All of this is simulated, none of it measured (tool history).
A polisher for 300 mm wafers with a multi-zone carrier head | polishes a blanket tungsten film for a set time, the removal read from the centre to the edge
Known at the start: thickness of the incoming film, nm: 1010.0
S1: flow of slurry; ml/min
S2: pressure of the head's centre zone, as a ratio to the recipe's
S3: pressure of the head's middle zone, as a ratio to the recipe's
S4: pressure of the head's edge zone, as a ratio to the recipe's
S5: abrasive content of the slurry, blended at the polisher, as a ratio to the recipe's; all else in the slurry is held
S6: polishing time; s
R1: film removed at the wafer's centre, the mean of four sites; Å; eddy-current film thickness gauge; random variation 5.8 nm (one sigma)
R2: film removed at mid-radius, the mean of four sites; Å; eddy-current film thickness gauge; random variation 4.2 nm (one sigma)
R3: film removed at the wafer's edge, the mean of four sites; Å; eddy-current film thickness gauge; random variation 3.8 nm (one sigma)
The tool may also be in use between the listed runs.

| run | day | S1 | S2 | S3 | S4 | S5 | S6 | R1 | R2 | R3 |
|---|---|---|---|---|---|---|---|---|---|---|
| 1 | 0.000 | 165 | 1.00 | 1.00 | 1.00 | 1.00 | 72 | 3148.6 | 3118.6 | 3164.1 |
| 2 | 0.262 | 180 | 1.04 | 1.02 | 1.03 | 1.10 | 75 | 3556.3 | 3424.7 | 3426.5 |
| 3 | 0.625 | 180 | 1.00 | 1.02 | 1.03 | 1.10 | 75 | 3426.5 | 3379.9 | 3398.9 |
| 4 | 0.654 | 180 | 1.00 | 1.05 | 1.03 | 1.10 | 75 | 3385.0 | 3550.4 | 3423.1 |
| 5 | 0.812 | 180 | 1.00 | 1.05 | 1.03 | 1.10 | 84 | 3797.2 | 4011.5 | 3827.6 |
| 6 | 1.092 | 180 | 1.00 | 0.98 | 1.03 | 1.10 | 84 | 3927.5 | 3733.0 | 3894.8 |
| 7 | 1.433 | 190 | 1.03 | 1.00 | 1.05 | 1.20 | 85 | 4180.6 | 3909.9 | 4067.5 |

Forecast run 8:
| 8 | 1.708 | 200 | 1.06 | 1.02 | 1.07 | 1.25 | 86 | ? | ? | ? |

R1: 4351.1 Å
R2: 4083.8 Å
R3: 4133.5 Å
